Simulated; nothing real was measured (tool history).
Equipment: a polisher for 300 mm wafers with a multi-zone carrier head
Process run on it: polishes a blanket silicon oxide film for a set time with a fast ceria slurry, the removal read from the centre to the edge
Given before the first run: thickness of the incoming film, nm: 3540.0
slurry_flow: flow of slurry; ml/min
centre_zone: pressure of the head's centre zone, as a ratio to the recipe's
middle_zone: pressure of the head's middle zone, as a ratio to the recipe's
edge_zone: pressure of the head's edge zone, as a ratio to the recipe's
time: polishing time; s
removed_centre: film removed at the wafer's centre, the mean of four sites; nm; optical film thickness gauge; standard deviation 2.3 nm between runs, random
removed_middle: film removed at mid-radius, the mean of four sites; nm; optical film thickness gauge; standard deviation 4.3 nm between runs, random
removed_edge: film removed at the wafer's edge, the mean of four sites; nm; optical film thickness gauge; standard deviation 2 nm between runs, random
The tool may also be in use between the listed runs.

run	day	slurry_flow	centre_zone	middle_zone	edge_zone	time	removed_centre	removed_middle	removed_edge
1	0	180	1	1	1	52	470.03	453.75	461.13
2	0.354	180	1	1	0.92	52	461.61	449.12	446.76
3	0.471	180	1	1.01	0.89	47	417.24	416.92	403.36
4	0.571	175	1.01	1.01	0.87	44	395.63	389.59	373.14
5	0.917	175	0.96	1.01	0.87	44	374.59	384.88	370.96
6	1.262	175	0.96	1.08	0.87	44	381.23	406.07	373.74
7	1.375	165	0.97	1.06	0.85	42	358.23	385.07	351.75
8	1.433	155	0.99	1.03	0.84	41	358.96	354.39	337.73
9	1.617	145	0.98	1.04	0.83	41	349.02	353.56	332.54
10	1.654	140	0.98	1.04	0.82	41	351.76	356.91	332.41
11	1.862	135	0.98	1.04	0.82	41	339.25	347.81	332.61

What does the tool deliver on the next run?
12	1.9	135	0.99	1.04	0.82	41	?	?	?

removed_centre: 345.9 nm
removed_middle: 352.46 nm
removed_edge: 333.11 nm
